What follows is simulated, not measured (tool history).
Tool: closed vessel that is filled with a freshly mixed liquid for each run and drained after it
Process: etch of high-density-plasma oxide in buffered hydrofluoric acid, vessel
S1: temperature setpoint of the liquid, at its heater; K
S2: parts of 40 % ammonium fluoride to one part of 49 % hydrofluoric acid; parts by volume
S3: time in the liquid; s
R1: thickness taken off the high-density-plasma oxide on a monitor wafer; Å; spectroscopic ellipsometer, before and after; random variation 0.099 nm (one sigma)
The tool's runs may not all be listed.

| run | hour | S1 | S2 | S3 | R1 |
|---|---|---|---|---|---|
| 1 | 0 | 295.15 | 13.5 | 30 | 268.94 |
| 2 | 2 | 294.65 | 14 | 30 | 252.34 |
| 3 | 8 | 294.65 | 10 | 30 | 346.77 |
| 4 | 16.8 | 294.15 | 11 | 30 | 311.22 |
| 5 | 22.5 | 294.15 | 11 | 30 | 309.11 |
|  | 29.4 | hydrofluoric acid flow meter replaced |
| 6 | 29.4 | 297.65 | 11 | 30 | 360.23 |
| 7 | 34 | 293.65 | 15.5 | 30 | 207.58 |
| 8 | 39.4 | 293.15 | 15.5 | 30 | 201.54 |

Run 9 comes next. What will it give?
| 9 | 45.9 | 292.65 | 15.5 | 30 | ? |

R1: 196.72 Å

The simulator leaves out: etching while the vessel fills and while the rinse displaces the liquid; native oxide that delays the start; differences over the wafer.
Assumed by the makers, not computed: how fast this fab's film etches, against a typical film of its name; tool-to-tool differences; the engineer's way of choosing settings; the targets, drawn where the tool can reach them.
